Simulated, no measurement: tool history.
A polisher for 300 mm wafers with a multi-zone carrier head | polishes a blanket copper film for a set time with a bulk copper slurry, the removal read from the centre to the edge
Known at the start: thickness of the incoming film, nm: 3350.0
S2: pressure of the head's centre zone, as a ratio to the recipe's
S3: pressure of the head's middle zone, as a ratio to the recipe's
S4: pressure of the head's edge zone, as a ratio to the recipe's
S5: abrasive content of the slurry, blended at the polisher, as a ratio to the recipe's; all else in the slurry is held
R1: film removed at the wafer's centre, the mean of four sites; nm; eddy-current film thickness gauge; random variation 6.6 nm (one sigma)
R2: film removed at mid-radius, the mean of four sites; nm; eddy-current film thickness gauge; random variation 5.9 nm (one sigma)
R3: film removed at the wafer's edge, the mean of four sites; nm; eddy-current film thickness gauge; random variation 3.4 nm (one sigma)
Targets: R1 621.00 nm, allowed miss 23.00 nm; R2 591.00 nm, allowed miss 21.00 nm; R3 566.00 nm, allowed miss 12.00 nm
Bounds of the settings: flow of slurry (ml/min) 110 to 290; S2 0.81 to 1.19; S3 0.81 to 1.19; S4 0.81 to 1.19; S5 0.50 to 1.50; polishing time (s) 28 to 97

run 1 hour=0.0 | flow_of_slurry_(ml/min)=185 S2=1.00 S3=1.00 S4=1.00 S5=1.00 polishing_time_(s)=62 | R1=463.11 R2=485.52 R3=480.41
run 2 hour=3.1 | flow_of_slurry_(ml/min)=205 S2=1.05 S3=1.03 S4=1.04 S5=1.05 polishing_time_(s)=62 | R1=505.32 R2=521.02 R3=508.70
run 3 hour=6.5 | flow_of_slurry_(ml/min)=220 S2=1.08 S3=1.04 S4=1.06 S5=1.05 polishing_time_(s)=62 | R1=509.90 R2=521.79 R3=513.64
run 4 hour=13.1 | flow_of_slurry_(ml/min)=225 S2=1.11 S3=1.05 S4=1.06 S5=1.15 polishing_time_(s)=62 | R1=549.04 R2=535.91 R3=520.94
run 5 hour=15.4 | flow_of_slurry_(ml/min)=235 S2=1.13 S3=1.07 S4=1.08 S5=1.20 polishing_time_(s)=62 | R1=562.28 R2=541.17 R3=536.53
run 6 hour=23.5 | flow_of_slurry_(ml/min)=235 S2=1.05 S3=1.07 S4=1.08 S5=1.20 polishing_time_(s)=62 | R1=535.47 R2=540.26 R3=539.62
run 7 hour=24.3 | flow_of_slurry_(ml/min)=245 S2=1.08 S3=1.09 S4=1.09 S5=1.25 polishing_time_(s)=62 | R1=550.99 R2=575.32 R3=541.68
run 8 hour=30.9 | flow_of_slurry_(ml/min)=250 S2=1.11 S3=1.09 S4=1.10 S5=1.30 polishing_time_(s)=62 | R1=567.55 R2=588.68 R3=546.51
run 9 hour=32.4 | flow_of_slurry_(ml/min)=255 S2=1.13 S3=1.08 S4=1.11 S5=1.30 polishing_time_(s)=62 | R1=570.03 R2=569.76 R3=556.07

4 next moves are on the table. One of them brings every result within its allowed miss. Which?
run A hour=33.9 | flow_of_slurry_(ml/min)=275 S2=1.19 S3=1.02 S4=1.03 S5=1.30 polishing_time_(s)=62 | R1=? R2=? R3=?
run B hour=33.9 | flow_of_slurry_(ml/min)=245 S2=1.17 S3=1.09 S4=1.04 S5=1.25 polishing_time_(s)=64 | R1=? R2=? R3=?
run C hour=33.9 | flow_of_slurry_(ml/min)=275 S2=1.12 S3=1.02 S4=0.99 S5=1.35 polishing_time_(s)=66 | R1=? R2=? R3=?
run D hour=33.9 | flow_of_slurry_(ml/min)=235 S2=1.16 S3=1.07 S4=0.97 S5=1.40 polishing_time_(s)=64 | R1=? R2=? R3=?

move=A R1=623.04 R2=561.37 R3=539.91
move=B R1=618.26 R2=598.31 R3=549.16
move=C R1=628.79 R2=602.46 R3=569.26
move=D R1=623.50 R2=600.10 R3=543.16
A: brings the result that was furthest off to its target, and leaves another outside
B: brings the result that was furthest off to its target, and leaves another outside
C: meets every target
D: brings the result that was furthest off to its target, and leaves another outside
Answer: C
